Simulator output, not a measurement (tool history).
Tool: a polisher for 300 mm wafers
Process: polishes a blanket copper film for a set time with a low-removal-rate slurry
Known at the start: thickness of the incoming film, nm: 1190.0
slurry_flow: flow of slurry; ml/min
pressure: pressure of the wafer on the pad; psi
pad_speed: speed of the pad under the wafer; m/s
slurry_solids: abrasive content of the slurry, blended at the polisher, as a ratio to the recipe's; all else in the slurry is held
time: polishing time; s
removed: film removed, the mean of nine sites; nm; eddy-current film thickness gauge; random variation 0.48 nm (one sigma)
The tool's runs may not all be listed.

run	hour	slurry_flow	pressure	pad_speed	slurry_solids	time	removed
1	0.0	155	2.8	0.98	1.0	22	66.756
2	1.0	155	2.5	0.96	1.0	22	57.884
3	6.9	155	2.2	0.96	1.0	22	52.896
4	7.5	120	2.2	0.96	1.0	22	49.490
5	10.4	120	1.9	0.96	1.0	22	42.670
6	18.3	120	2.3	0.96	1.0	22	51.289

The next listed run, before its measurement:
7	24.3	120	2.1	0.96	1.0	22	?

Run 7 gave removed 47.918 nm.
